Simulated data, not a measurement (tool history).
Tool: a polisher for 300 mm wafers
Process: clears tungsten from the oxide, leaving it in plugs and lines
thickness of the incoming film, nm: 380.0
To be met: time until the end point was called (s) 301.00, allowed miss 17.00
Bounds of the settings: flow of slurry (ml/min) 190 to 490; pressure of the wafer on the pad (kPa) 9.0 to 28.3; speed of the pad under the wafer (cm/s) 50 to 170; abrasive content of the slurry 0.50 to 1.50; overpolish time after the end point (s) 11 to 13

run	hour	flow of slurry (ml/min)	pressure of the wafer on the pad (kPa)	speed of the pad under the wafer (cm/s)	abrasive content of the slurry	overpolish time after the end point (s)	time until the end point was called (s)
1	0.0	315	18.6	110	1.00	13	107.14
2	0.9	315	18.6	110	0.85	13	110.69
3	6.4	310	15.9	96	0.85	13	152.31
4	14.1	310	15.9	96	1.05	13	141.31
5	22.4	360	15.9	96	1.05	13	135.63
6	28.9	360	15.9	108	1.05	13	124.22
7	32.2	355	13.8	94	1.00	13	162.79
8	35.8	350	12.4	84	1.00	13	208.21
9	41.1	350	11.7	82	1.00	13	219.34
10	45.8	350	11.0	78	1.00	13	241.88
11	48.9	350	10.3	76	1.00	13	256.50

4 next moves are on the table. One of them brings every result within its allowed miss. Which?
A	52.0	485	9.0	76	0.95	13	?
B	52.0	315	11.7	70	0.85	13	?
C	52.0	405	9.0	68	0.90	13	?
D	52.0	370	10.3	70	1.05	11	?

move	time until the end point was called (s)
A	288.41
B	258.48
C	327.62
D	265.95
A: meets every target
B: as far off as the last run
C: takes the result that was furthest off past its target
D: nearer than the last run, and not there yet
The right move is A.

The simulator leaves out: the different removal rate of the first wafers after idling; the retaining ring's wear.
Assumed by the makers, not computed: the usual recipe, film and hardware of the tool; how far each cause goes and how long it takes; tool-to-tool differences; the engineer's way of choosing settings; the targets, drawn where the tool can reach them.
